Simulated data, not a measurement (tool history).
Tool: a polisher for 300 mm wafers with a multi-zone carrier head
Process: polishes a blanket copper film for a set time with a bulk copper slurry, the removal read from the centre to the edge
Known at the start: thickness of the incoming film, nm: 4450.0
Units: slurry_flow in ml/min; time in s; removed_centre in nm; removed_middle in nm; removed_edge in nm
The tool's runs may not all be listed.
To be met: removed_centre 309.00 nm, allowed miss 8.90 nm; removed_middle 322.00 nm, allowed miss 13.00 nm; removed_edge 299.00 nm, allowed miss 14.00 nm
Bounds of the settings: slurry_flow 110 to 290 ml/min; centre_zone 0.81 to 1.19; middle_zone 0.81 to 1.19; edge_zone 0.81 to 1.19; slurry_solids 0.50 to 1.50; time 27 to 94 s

run,hour,slurry_flow,centre_zone,middle_zone,edge_zone,slurry_solids,time,removed_centre,removed_middle,removed_edge
1,0.0,185,1.00,1.00,1.00,1.00,60,539.55,548.32,560.65
2,5.6,185,1.00,1.00,1.04,1.00,60,544.10,548.11,553.76
3,8.5,190,1.01,1.02,1.04,0.90,53,461.02,466.66,489.89
4,17.0,230,1.01,1.02,1.04,0.90,53,477.38,488.10,493.51
5,22.0,230,1.01,1.02,1.04,0.90,43,385.44,397.13,387.37
6,24.7,230,1.01,1.02,1.04,0.70,43,363.94,364.53,366.02
7,31.7,230,0.99,1.01,1.00,0.65,43,350.10,352.64,335.35
8,37.7,225,0.97,1.00,0.99,0.65,43,334.55,352.00,340.98
9,44.3,225,0.97,1.00,0.99,0.65,43,332.25,349.75,343.22
10,51.1,220,0.97,0.99,0.96,0.65,43,336.60,343.65,341.79
11,58.0,220,0.97,0.99,0.96,0.65,43,341.53,346.98,336.49
12,60.9,220,0.96,0.99,0.94,0.60,43,323.85,331.55,326.20

4 next moves are on the table. One of them brings every result within its allowed miss. Which?
A,63.8,255,0.98,1.03,0.92,0.70,38,?,?,?
B,63.8,165,1.08,1.00,0.87,0.50,46,?,?,?
C,63.8,290,1.07,1.09,0.91,0.50,41,?,?,?
D,63.8,285,1.01,0.93,0.83,0.80,40,?,?,?

move,removed_centre,removed_middle,removed_edge
A,312.47,329.65,302.51
B,346.77,325.37,302.46
C,327.92,331.54,287.50
D,358.56,336.57,320.85
A: meets every target
B: brings the result that was furthest off to its target, and leaves another outside
C: brings the result that was furthest off to its target, and leaves another outside
D: further off than the last run
Move A is the one to make.

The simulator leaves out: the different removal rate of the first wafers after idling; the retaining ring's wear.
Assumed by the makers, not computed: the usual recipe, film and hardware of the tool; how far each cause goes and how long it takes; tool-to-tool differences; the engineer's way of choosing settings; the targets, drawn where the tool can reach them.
